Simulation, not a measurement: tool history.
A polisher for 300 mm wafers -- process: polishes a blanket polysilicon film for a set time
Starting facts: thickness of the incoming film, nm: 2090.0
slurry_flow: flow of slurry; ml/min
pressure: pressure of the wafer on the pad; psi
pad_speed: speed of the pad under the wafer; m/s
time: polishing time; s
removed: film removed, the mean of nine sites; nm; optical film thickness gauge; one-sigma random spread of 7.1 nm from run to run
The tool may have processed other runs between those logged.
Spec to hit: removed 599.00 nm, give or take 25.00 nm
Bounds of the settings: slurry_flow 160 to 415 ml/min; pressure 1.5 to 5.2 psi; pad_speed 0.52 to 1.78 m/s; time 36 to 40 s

run  hour  slurry_flow  pressure  pad_speed  time  removed
  1   0.0          265       3.3       1.14    40   462.34
  2   3.4          265       3.5       1.14    40   492.07
  3   6.4          265       3.6       1.14    40   500.19
  4  10.1          265       3.6       0.92    40   403.64
  5  10.8          265       3.6       0.92    36   374.38
  6  14.7          265       4.0       0.92    36   412.14
     19.4  -- slurry nozzle cleaned
  7  19.4          265       4.3       0.94    36   460.87
  8  21.3          265       4.5       0.94    36   484.50
  9  23.0          265       5.2       0.96    36   557.14

Below are 5 possible settings for the next run. Only one of them brings all results inside the allowed miss of their targets. Which is it?
  A  24.7          305       4.9       1.00    36        ?
  B  24.7          220       4.7       1.00    37        ?
  C  24.7          340       5.2       0.88    36        ?
  D  24.7          275       5.0       0.96    40        ?
  E  24.7          215       4.0       1.10    37        ?

move  removed
   A   558.53
   B   536.82
   C   527.46
   D   603.79
   E   501.85
A: about as far from the targets as the last run
B: the biggest miss grows against the last run
C: the biggest miss grows against the last run
D: every result within its allowed miss
E: the biggest miss grows against the last run
Go with D: it meets all targets.

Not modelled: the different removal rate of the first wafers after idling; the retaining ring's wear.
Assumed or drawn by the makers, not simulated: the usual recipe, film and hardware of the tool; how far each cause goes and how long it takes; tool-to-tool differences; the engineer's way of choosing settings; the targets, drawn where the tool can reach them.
